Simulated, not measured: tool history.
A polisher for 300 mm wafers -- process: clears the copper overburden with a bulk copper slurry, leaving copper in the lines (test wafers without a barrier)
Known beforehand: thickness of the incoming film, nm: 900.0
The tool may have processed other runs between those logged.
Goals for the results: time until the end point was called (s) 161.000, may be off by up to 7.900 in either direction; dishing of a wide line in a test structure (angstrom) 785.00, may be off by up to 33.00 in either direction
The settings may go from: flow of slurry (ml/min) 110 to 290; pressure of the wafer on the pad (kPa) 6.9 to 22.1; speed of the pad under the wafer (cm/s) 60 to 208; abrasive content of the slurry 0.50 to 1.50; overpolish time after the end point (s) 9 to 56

run,hour,flow of slurry (ml/min),pressure of the wafer on the pad (kPa),speed of the pad under the wafer (cm/s),abrasive content of the slurry,overpolish time after the end point (s),time until the end point was called (s),dishing of a wide line in a test structure (angstrom)
1,0.0,185,14.5,134,1.00,29,98.846,1012.30
2,7.6,185,13.8,134,1.00,29,103.450,988.05
3,10.6,185,13.8,134,1.10,29,103.270,958.72
4,17.8,205,13.8,134,1.10,29,100.220,943.26
5,26.5,200,13.1,134,1.10,29,104.840,922.67
6,28.2,200,13.1,134,1.10,38,105.350,1043.40
7,33.2,200,12.4,134,1.10,38,108.480,998.54
8,37.1,200,11.7,134,1.10,38,115.490,982.70

Of the 5 settings listed for the next run, only one would bring every result within its allowed miss of target. Which one?
A,41.0,180,15.2,128,1.20,46,?,?
B,41.0,180,10.3,128,1.35,28,?,?
C,41.0,240,10.3,104,1.05,32,?,?
D,41.0,190,9.7,116,1.00,44,?,?
E,41.0,150,11.0,88,1.30,50,?,?

move,time until the end point was called (s),dishing of a wide line in a test structure (angstrom)
A,94.944,1146.60
B,128.020,805.43
C,161.710,768.10
D,159.430,870.83
E,178.970,903.50
A: further off than the last run
B: corrects the largest miss of the last run, while another result sits out of spec
C: every result within its allowed miss
D: closer than the last run, but not yet in spec
E: closer than the last run, but not yet in spec
C is the move that brings every result within its allowed miss.
